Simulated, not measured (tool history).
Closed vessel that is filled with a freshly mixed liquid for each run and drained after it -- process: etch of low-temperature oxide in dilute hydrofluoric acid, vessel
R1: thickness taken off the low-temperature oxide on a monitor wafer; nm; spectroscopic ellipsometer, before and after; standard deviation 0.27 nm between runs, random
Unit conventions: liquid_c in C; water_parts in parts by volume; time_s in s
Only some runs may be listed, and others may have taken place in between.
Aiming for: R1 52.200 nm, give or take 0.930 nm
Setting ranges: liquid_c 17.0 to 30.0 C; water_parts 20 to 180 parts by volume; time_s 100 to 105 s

Run 1, hour 0.0: liquid_c 22.0 C, water_parts 100 parts by volume, time_s 100 s. Result: R1 32.271 nm.
Run 2, hour 6.4: liquid_c 20.0 C, water_parts 100 parts by volume, time_s 100 s. Result: R1 29.232 nm.
Run 3, hour 12.5: liquid_c 20.0 C, water_parts 100 parts by volume, time_s 100 s. Result: R1 29.401 nm.
Run 4, hour 13.4: liquid_c 22.5 C, water_parts 95 parts by volume, time_s 100 s. Result: R1 34.816 nm.
Run 5, hour 19.5: liquid_c 22.5 C, water_parts 95 parts by volume, time_s 105 s. Result: R1 36.051 nm.
Run 6, hour 27.2: liquid_c 22.5 C, water_parts 80 parts by volume, time_s 105 s. Result: R1 43.723 nm.
Run 7, hour 30.1: liquid_c 23.5 C, water_parts 80 parts by volume, time_s 105 s. Result: R1 45.293 nm.
Run 8, hour 31.4: liquid_c 24.5 C, water_parts 80 parts by volume, time_s 105 s. Result: R1 47.438 nm.
Run 9, hour 35.5: liquid_c 25.0 C, water_parts 80 parts by volume, time_s 105 s. Result: R1 48.226 nm.
Run 10, hour 43.4: liquid_c 25.5 C, water_parts 80 parts by volume, time_s 105 s. Result: R1 49.180 nm.
Run 11, hour 50.0: liquid_c 26.0 C, water_parts 80 parts by volume, time_s 105 s. Result: R1 50.085 nm.

Exercise: of the 4 proposed moves below, exactly one satisfies all targets within the stated allowed misses. Which move is it?
Run A, hour 56.6: liquid_c 28.0 C, water_parts 80 parts by volume, time_s 100 s. Result: R1 ?.
Run B, hour 56.6: liquid_c 25.5 C, water_parts 80 parts by volume, time_s 100 s. Result: R1 ?.
Run C, hour 56.6: liquid_c 27.0 C, water_parts 85 parts by volume, time_s 105 s. Result: R1 ?.
Run D, hour 56.6: liquid_c 29.0 C, water_parts 90 parts by volume, time_s 100 s. Result: R1 ?.

move      R1
   A  51.698
   B  46.848
   C  48.807
   D  47.129
A: hits every target within its allowed miss
B: misses by more than the last run did
C: misses by more than the last run did
D: misses by more than the last run did
Answer: A
